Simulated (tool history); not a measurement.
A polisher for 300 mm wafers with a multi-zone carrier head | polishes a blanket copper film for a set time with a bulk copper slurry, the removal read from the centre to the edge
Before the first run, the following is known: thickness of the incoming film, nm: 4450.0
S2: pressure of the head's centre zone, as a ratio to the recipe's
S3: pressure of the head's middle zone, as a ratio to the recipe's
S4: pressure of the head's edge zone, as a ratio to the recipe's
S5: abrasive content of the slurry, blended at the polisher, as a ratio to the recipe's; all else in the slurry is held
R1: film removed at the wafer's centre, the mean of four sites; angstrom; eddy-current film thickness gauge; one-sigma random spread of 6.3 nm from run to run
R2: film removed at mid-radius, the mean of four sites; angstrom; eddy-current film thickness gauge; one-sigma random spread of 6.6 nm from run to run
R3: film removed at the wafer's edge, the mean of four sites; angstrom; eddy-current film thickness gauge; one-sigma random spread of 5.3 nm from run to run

run 1 hour=0 | flow_of_slurry_(ml/min)=305 S2=1 S3=1 S4=1 S5=1 polishing_time_(s)=81 | R1=7175.1 R2=7337.1 R3=7287.9
run 2 hour=0.6 | flow_of_slurry_(ml/min)=305 S2=0.99 S3=0.98 S4=0.97 S5=0.85 polishing_time_(s)=76 | R1=6522.5 R2=6764 R3=6573.6
run 3 hour=8.1 | flow_of_slurry_(ml/min)=305 S2=0.98 S3=0.95 S4=0.96 S5=0.75 polishing_time_(s)=72 | R1=6022.3 R2=5869.6 R3=5964.4
run 4 hour=11 | flow_of_slurry_(ml/min)=305 S2=0.98 S3=0.95 S4=1.01 S5=0.75 polishing_time_(s)=72 | R1=5901.7 R2=5863.6 R3=6036.9
run 5 hour=12 | flow_of_slurry_(ml/min)=305 S2=0.97 S3=0.94 S4=0.99 S5=0.7 polishing_time_(s)=70 | R1=5597.6 R2=5655.9 R3=5890.8
run 6 hour=13.4 | flow_of_slurry_(ml/min)=305 S2=0.97 S3=0.89 S4=0.99 S5=0.7 polishing_time_(s)=70 | R1=5738.3 R2=5235.8 R3=5761.5

Estimate the outcome of run 7 from the log above:
run 7 hour=16.8 | flow_of_slurry_(ml/min)=305 S2=0.96 S3=0.9 S4=0.96 S5=0.65 polishing_time_(s)=69 | R1=? R2=? R3=?

R1: 5345.8 angstrom
R2: 5253.1 angstrom
R3: 5552.3 angstrom
